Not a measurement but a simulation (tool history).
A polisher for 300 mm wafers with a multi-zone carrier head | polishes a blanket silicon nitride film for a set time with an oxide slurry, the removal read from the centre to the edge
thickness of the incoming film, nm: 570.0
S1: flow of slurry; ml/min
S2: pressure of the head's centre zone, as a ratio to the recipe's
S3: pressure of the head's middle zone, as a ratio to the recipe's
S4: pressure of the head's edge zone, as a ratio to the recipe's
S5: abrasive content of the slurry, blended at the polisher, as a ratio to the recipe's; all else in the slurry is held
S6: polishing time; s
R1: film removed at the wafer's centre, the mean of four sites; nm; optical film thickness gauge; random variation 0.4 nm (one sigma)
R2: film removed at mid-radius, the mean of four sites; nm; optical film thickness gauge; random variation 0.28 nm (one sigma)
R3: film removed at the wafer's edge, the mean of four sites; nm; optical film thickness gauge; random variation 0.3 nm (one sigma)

run,hour,S1,S2,S3,S4,S5,S6,R1,R2,R3
1,0.0,160,1.00,1.00,1.00,1.00,50,59.835,60.021,61.434
2,6.1,155,0.99,0.98,0.96,0.85,47,50.200,50.183,50.076
3,8.1,145,0.97,0.94,0.92,0.75,47,43.487,44.408,45.279
4,8.7,145,0.98,0.92,0.89,0.70,47,42.920,41.266,42.930
5,9.4,140,0.98,0.92,0.87,0.65,47,40.638,39.576,39.686
6,13.0,130,0.97,0.91,0.85,0.65,47,40.019,38.429,39.084
7,20.0,125,0.96,0.91,0.84,0.65,47,38.624,37.768,38.713
8,24.5,120,0.96,0.91,0.83,0.65,47,37.871,37.641,38.420
9,25.7,115,0.99,0.92,0.81,0.50,47,31.190,30.455,30.157
10,30.3,160,0.95,0.90,0.84,0.50,46,30.725,30.866,31.214
11,33.1,160,0.97,0.92,0.88,0.50,46,32.180,31.537,31.858
12,35.6,160,0.98,0.94,0.91,0.50,46,32.290,31.964,32.354
13,40.8,160,0.99,0.95,0.93,0.50,46,32.617,31.801,32.392
14,47.3,160,1.00,0.96,0.94,0.50,46,32.970,32.532,33.178
15,48.4,160,1.01,0.98,0.95,0.50,46,33.607,32.809,32.936
16,54.6,205,1.00,1.00,1.01,0.55,46,37.479,37.932,37.830

The next listed run, before its measurement:
17,58.8,195,1.01,1.00,1.00,0.55,46,?,?,?

Run 17 gave R1 37.895 nm, R2 37.720 nm, R3 37.607 nm.
